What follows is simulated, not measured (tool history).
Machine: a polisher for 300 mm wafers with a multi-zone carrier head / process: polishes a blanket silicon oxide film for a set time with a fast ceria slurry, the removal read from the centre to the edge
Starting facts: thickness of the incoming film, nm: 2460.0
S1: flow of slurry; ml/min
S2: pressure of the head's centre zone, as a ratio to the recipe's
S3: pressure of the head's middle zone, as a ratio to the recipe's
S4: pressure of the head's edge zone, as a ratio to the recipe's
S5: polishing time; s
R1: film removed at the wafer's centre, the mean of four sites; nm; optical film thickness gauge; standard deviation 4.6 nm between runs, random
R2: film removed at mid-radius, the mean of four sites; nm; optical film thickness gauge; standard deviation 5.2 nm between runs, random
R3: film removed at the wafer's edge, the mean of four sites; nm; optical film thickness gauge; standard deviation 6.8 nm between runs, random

run,hour,S1,S2,S3,S4,S5,R1,R2,R3
1,0.0,180,1.00,1.00,1.00,44,453.70,451.56,462.87
2,1.1,180,1.00,1.00,1.00,37,383.40,390.14,389.18
3,7.4,180,1.00,0.95,1.00,37,389.53,371.12,384.82
4,9.6,180,1.00,0.95,1.03,37,384.91,367.41,388.47
5,10.7,180,0.92,0.95,1.03,37,356.40,372.69,397.92
6,12.3,180,0.92,0.99,1.03,37,353.68,387.39,391.74

Run 7 comes next. What will it give?
7,14.0,180,0.93,0.99,1.04,38,?,?,?

Run 7 produced R1 370.43 nm, R2 391.51 nm, R3 405.82 nm.
